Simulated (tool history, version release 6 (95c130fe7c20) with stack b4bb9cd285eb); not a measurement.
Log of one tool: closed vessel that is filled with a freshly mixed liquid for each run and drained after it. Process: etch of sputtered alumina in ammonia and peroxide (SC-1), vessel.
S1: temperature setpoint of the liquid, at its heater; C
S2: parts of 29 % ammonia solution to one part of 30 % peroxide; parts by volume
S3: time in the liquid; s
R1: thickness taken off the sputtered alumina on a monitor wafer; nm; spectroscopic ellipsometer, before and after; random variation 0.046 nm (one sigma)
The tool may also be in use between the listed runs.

| run | hour | S1 | S2 | S3 | R1 |
|---|---|---|---|---|---|
| 1 | 0.0 | 47.0 | 1.00 | 200 | 5.9196 |
| 2 | 8.3 | 48.0 | 1.00 | 200 | 6.3077 |
| 3 | 12.1 | 49.0 | 1.00 | 200 | 6.6511 |
| 4 | 14.8 | 53.0 | 1.00 | 200 | 8.2402 |
| 5 | 22.5 | 53.0 | 1.20 | 200 | 8.4008 |
| 6 | 30.2 | 53.0 | 1.20 | 145 | 6.0856 |
| 7 | 38.9 | 54.0 | 1.20 | 145 | 6.4486 |
|  | 48.3 | thermometer replaced |
| 8 | 48.3 | 55.0 | 1.15 | 145 | 7.4834 |

Forecast run 9:
| 9 | 53.5 | 55.5 | 1.15 | 145 | ? |

{"run 9": {"R1": 7.748}}
